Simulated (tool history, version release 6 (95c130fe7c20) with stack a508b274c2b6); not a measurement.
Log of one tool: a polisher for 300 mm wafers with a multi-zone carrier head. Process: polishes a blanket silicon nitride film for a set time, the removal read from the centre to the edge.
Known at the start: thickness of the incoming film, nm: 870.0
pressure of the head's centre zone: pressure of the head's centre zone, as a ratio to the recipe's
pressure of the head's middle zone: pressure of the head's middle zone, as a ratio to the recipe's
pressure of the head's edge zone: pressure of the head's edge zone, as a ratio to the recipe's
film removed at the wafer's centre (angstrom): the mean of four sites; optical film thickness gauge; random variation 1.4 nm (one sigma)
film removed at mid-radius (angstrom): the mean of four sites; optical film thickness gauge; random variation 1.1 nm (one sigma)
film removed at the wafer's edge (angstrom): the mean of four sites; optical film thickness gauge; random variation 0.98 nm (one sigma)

run	hour	flow of slurry (ml/min)	pressure of the head's centre zone	pressure of the head's middle zone	pressure of the head's edge zone	polishing time (s)	film removed at the wafer's centre (angstrom)	film removed at mid-radius (angstrom)	film removed at the wafer's edge (angstrom)
1	0.0	135	1.00	1.00	1.00	37	739.27	774.22	757.59
2	3.6	140	1.01	1.00	1.01	37	784.54	748.55	771.91
3	8.0	140	0.98	1.00	1.01	37	740.61	753.76	774.56
4	9.9	145	0.99	1.01	1.02	37	760.22	770.54	781.33
5	12.2	145	0.99	1.01	1.02	28	587.31	580.64	591.58
6	19.2	150	1.00	1.02	1.03	29	601.30	612.67	605.88
7	19.9	150	1.01	1.02	1.03	31	661.52	670.04	655.59
8	24.3	150	1.02	1.02	1.04	32	676.54	678.79	668.80

Forecast run 9:
9	29.6	150	1.03	1.02	1.04	33	?	?	?

film removed at the wafer's centre (angstrom): 722.96
film removed at mid-radius (angstrom): 698.06
film removed at the wafer's edge (angstrom): 700.44
